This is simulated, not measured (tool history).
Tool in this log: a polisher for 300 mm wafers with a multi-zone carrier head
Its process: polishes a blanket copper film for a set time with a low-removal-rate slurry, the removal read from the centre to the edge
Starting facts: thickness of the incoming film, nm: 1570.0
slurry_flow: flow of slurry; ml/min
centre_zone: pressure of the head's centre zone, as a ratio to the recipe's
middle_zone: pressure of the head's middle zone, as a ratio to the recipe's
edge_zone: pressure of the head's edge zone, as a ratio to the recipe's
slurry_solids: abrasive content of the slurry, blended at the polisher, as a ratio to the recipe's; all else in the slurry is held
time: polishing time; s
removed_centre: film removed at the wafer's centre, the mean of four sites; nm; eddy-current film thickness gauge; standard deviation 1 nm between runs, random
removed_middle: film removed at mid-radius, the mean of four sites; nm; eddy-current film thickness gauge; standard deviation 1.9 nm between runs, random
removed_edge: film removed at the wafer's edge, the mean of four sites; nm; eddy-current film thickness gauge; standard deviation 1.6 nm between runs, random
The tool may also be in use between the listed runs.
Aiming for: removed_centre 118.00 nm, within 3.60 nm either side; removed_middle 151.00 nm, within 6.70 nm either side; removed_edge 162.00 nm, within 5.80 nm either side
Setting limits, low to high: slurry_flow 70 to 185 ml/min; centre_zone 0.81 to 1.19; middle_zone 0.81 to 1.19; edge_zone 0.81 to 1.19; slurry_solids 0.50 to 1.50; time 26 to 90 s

run  hour  slurry_flow  centre_zone  middle_zone  edge_zone  slurry_solids  time  removed_centre  removed_middle  removed_edge
  1   0.0          120         1.00         1.00       1.00           1.00    58          174.16          177.20        177.71
  2   1.6          120         1.00         1.00       1.07           1.00    58          170.94          173.20        186.02
  3   6.7          120         1.00         1.00       1.07           1.20    58          183.26          182.90        195.54
  4   7.2          110         0.95         1.00       1.07           1.10    58          163.20          178.55        182.91
  5  13.3          100         0.92         0.98       1.09           1.05    58          151.17          168.22        180.80
  6  15.4           95         0.89         0.97       1.09           1.00    58          141.84          160.35        180.83
  7  22.6           90         0.87         0.98       1.08           0.95    58          133.18          156.88        175.24
  8  29.9           90         0.87         0.98       1.08           0.95    58          132.45          156.91        173.70
  9  33.7           85         0.86         0.98       1.07           0.95    58          127.34          151.54        166.68
 10  41.3           80         0.85         0.99       1.07           0.95    58          121.31          149.53        163.59
 11  42.0           80         0.85         1.00       1.07           0.95    58          123.50          151.94        169.32
 12  48.4           80         0.85         1.01       1.06           0.95    58          123.45          154.39        166.77

Which of these 5 next moves meets every target?
  A  54.8           80         0.87         1.05       1.04           1.25    55               ?               ?             ?
  B  54.8           70         0.85         1.04       1.05           1.00    59               ?               ?             ?
  C  54.8          105         0.88         0.97       1.08           1.05    51               ?               ?             ?
  D  54.8           85         0.87         1.00       1.06           1.00    57               ?               ?             ?
  E  54.8           75         0.85         0.99       1.16           0.75    66               ?               ?             ?

move  removed_centre  removed_middle  removed_edge
   A          129.01          159.49        164.68
   B          118.71          150.70        161.25
   C          129.43          145.71        158.78
   D          129.80          153.39        165.29
   E          127.87          154.79        179.52
A: misses by more than the last run did
B: all results in spec
C: misses by more than the last run did
D: misses by more than the last run did
E: misses by more than the last run did
The move that meets every target is B.
